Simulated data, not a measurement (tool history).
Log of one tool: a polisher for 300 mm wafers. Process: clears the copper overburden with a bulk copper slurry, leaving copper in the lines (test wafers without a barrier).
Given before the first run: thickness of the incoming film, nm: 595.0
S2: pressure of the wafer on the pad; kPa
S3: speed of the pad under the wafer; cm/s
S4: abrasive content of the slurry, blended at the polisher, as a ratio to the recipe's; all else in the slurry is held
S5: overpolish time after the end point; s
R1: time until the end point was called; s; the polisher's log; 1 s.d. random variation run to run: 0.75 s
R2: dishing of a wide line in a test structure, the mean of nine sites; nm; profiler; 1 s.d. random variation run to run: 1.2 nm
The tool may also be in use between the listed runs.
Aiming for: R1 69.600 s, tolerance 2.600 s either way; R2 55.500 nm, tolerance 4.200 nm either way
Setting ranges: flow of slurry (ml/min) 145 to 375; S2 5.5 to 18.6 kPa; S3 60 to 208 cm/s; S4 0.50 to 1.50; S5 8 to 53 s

run 1 hour=0.0 | flow_of_slurry_(ml/min)=240 S2=11.7 S3=134 S4=1.00 S5=27 | R1=72.933 R2=92.391
run 2 hour=3.8 | flow_of_slurry_(ml/min)=240 S2=11.7 S3=106 S4=1.00 S5=27 | R1=90.798 R2=81.531
run 3 hour=12.4 | flow_of_slurry_(ml/min)=245 S2=11.7 S3=110 S4=1.05 S5=24 | R1=87.233 R2=78.300
run 4 hour=17.9 | flow_of_slurry_(ml/min)=260 S2=11.7 S3=114 S4=1.10 S5=22 | R1=83.155 R2=80.644
run 5 hour=21.1 | flow_of_slurry_(ml/min)=245 S2=11.7 S3=118 S4=1.00 S5=20 | R1=82.270 R2=71.365
run 6 hour=29.9 | flow_of_slurry_(ml/min)=245 S2=11.7 S3=118 S4=1.00 S5=16 | R1=82.112 R2=61.716
run 7 hour=34.3 | flow_of_slurry_(ml/min)=245 S2=11.7 S3=118 S4=1.00 S5=15 | R1=81.924 R2=59.965
run 8 hour=40.8 | flow_of_slurry_(ml/min)=245 S2=11.7 S3=118 S4=1.00 S5=15 | R1=81.571 R2=59.012
run 9 hour=46.7 | flow_of_slurry_(ml/min)=245 S2=11.7 S3=118 S4=1.00 S5=15 | R1=83.260 R2=59.331

Next run, 4 choices. One meets every target within its allowed miss, the rest don't. Which?
run A hour=52.6 | flow_of_slurry_(ml/min)=200 S2=13.8 S3=134 S4=1.05 S5=8 | R1=? R2=?
run B hour=52.6 | flow_of_slurry_(ml/min)=180 S2=16.5 S3=108 S4=0.85 S5=8 | R1=? R2=?
run C hour=52.6 | flow_of_slurry_(ml/min)=305 S2=10.3 S3=156 S4=1.05 S5=12 | R1=? R2=?
run D hour=52.6 | flow_of_slurry_(ml/min)=280 S2=12.4 S3=150 S4=0.85 S5=14 | R1=? R2=?

move=A R1=63.246 R2=46.836
move=B R1=69.468 R2=43.989
move=C R1=68.589 R2=58.002
move=D R1=63.083 R2=70.042
A: moves the result that the last run missed by most past its target, out the other side
B: the furthest-off result lands on target, but another misses its tolerance
C: all results land within tolerance of their targets
D: moves the result that the last run missed by most past its target, out the other side
So the answer is move C, the one that meets all the targets.
